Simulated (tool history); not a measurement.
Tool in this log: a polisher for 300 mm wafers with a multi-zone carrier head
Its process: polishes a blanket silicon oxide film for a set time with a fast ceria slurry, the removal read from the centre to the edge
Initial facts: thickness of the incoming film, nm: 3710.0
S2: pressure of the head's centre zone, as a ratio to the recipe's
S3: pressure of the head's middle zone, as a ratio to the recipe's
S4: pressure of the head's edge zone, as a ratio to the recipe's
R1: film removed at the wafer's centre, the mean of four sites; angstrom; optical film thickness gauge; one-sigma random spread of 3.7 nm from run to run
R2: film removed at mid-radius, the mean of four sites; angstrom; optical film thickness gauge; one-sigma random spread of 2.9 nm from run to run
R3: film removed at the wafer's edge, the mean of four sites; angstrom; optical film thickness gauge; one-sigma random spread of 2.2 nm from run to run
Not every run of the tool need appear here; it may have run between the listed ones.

{"run": 1, "hour": 0.0, "flow of slurry (ml/min)": 210, "S2": 1.0, "S3": 1.0, "S4": 1.0, "polishing time (s)": 45, "R1": 3540.0, "R2": 3572.8, "R3": 3607.2}
{"run": 2, "hour": 0.8, "flow of slurry (ml/min)": 210, "S2": 1.0, "S3": 1.04, "S4": 1.0, "polishing time (s)": 45, "R1": 3518.4, "R2": 3663.9, "R3": 3563.0}
{"run": 3, "hour": 4.0, "flow of slurry (ml/min)": 210, "S2": 1.0, "S3": 1.04, "S4": 1.0, "polishing time (s)": 38, "R1": 2943.1, "R2": 3097.7, "R3": 2992.1}
{"run": 4, "hour": 4.8, "flow of slurry (ml/min)": 210, "S2": 1.0, "S3": 1.04, "S4": 1.08, "polishing time (s)": 38, "R1": 2968.6, "R2": 3066.6, "R3": 3133.3}
{"run": 5, "hour": 11.3, "flow of slurry (ml/min)": 190, "S2": 1.0, "S3": 1.04, "S4": 1.08, "polishing time (s)": 38, "R1": 2823.3, "R2": 3028.9, "R3": 3133.2}
{"run": 6, "hour": 16.2, "flow of slurry (ml/min)": 190, "S2": 1.0, "S3": 1.13, "S4": 1.08, "polishing time (s)": 38, "R1": 2911.3, "R2": 3266.4, "R3": 3128.3}
{"run": 7, "hour": 22.3, "flow of slurry (ml/min)": 190, "S2": 1.0, "S3": 1.12, "S4": 1.07, "polishing time (s)": 38, "R1": 2872.0, "R2": 3257.4, "R3": 3063.6}
{"run": 8, "hour": 26.8, "flow of slurry (ml/min)": 190, "S2": 1.0, "S3": 1.11, "S4": 1.06, "polishing time (s)": 38, "R1": 2941.6, "R2": 3246.9, "R3": 3047.5}
{"run": 9, "hour": 29.5, "flow of slurry (ml/min)": 190, "S2": 1.0, "S3": 1.1, "S4": 1.05, "polishing time (s)": 38, "R1": 2945.3, "R2": 3180.4, "R3": 3066.1}
{"run": 10, "hour": 34.5, "flow of slurry (ml/min)": 190, "S2": 1.0, "S3": 1.09, "S4": 1.04, "polishing time (s)": 38, "R1": 2899.3, "R2": 3189.3, "R3": 3011.9}
{"run": 11, "hour": 37.9, "flow of slurry (ml/min)": 185, "S2": 1.0, "S3": 1.08, "S4": 1.03, "polishing time (s)": 38, "R1": 2894.5, "R2": 3159.3, "R3": 2990.3}
{"run": 12, "hour": 39.9, "flow of slurry (ml/min)": 185, "S2": 1.0, "S3": 1.07, "S4": 1.02, "polishing time (s)": 38, "R1": 2896.0, "R2": 3125.7, "R3": 2991.5}
{"run": 13, "hour": 48.2, "flow of slurry (ml/min)": 185, "S2": 1.0, "S3": 1.06, "S4": 1.01, "polishing time (s)": 38, "R1": 2888.0, "R2": 3089.6, "R3": 2996.3}
{"run": 14, "hour": 56.6, "flow of slurry (ml/min)": 185, "S2": 1.0, "S3": 1.05, "S4": 1.0, "polishing time (s)": 38, "R1": 2912.6, "R2": 3035.2, "R3": 2964.7}

Run 15 comes next. What will it give?
{"run": 15, "hour": 65.2, "flow of slurry (ml/min)": 180, "S2": 1.0, "S3": 1.05, "S4": 0.99, "polishing time (s)": 38, "R1": "?", "R2": "?", "R3": "?"}

R1: 2935.3 angstrom
R2: 3081.9 angstrom
R3: 2999.7 angstrom
